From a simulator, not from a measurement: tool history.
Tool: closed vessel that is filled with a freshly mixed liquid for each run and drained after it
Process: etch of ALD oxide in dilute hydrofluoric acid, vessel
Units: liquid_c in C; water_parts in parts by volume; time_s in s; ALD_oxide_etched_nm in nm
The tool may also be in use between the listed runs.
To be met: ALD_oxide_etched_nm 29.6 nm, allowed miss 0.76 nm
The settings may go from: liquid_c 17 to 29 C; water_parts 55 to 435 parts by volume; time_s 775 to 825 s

run,day,liquid_c,water_parts,time_s,ALD_oxide_etched_nm
1,0,21,245,775,55.865
2,0.238,21,245,775,55.99
3,0.462,20.5,265,775,49.306
4,0.512,22.5,265,775,53.734
5,0.558,22.5,265,775,52.998
6,0.725,23.5,265,775,55.693
7,1.012,22.5,280,775,49.457
8,1.35,21.5,290,775,46.398
9,1.6,20.5,305,775,41.964
10,1.692,20,315,775,39.053

Which of these 5 next moves meets every target?
A,1.783,21,305,815,?
B,1.783,22,315,800,?
C,1.783,19,280,775,?
D,1.783,17.5,330,820,?
E,1.783,18.5,380,780,?

move,ALD_oxide_etched_nm
A,44.716
B,43.64
C,44.021
D,35.809
E,29.447
A: further off than the last run
B: further off than the last run
C: further off than the last run
D: nearer than the last run, and not there yet
E: meets every target
Move E is the one to make.

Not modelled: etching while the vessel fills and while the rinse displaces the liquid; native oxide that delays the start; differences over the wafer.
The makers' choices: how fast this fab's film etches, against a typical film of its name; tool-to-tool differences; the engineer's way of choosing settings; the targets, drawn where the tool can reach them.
